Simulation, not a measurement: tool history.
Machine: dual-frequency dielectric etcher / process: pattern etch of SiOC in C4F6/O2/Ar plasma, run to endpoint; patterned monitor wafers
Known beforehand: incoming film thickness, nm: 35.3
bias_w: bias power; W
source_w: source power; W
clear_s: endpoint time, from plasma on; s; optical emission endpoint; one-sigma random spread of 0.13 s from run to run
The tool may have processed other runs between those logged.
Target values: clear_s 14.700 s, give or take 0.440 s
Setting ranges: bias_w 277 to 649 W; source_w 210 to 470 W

run  hour  bias_w  source_w  clear_s
  1   0.0     463       340   12.761
  2   3.2     445       330   12.958
  3   6.9     526       330   12.694
  4   7.6     564       330   12.315
  5  10.2     611       330   11.983
  6  16.4     586       320   12.354
  7  21.5     567       310   12.510
  8  27.4     545       300   12.721
  9  28.6     522       290   13.059

Next run, 5 choices. One meets every target within its allowed miss, the rest don't. Which?
  A  29.8     620       350        ?
  B  29.8     445       240        ?
  C  29.8     483       270        ?
  D  29.8     356       210        ?
  E  29.8     336       210        ?

move  clear_s
   A   11.850
   B   14.744
   C   13.859
   D   16.251
   E   16.445
A: further off than the last run
B: every result within its allowed miss
C: closer than the last run, but not yet in spec
D: the result that was furthest off in the last run now lies on the other side of its target
E: the result that was furthest off in the last run now lies on the other side of its target
The right move is B.
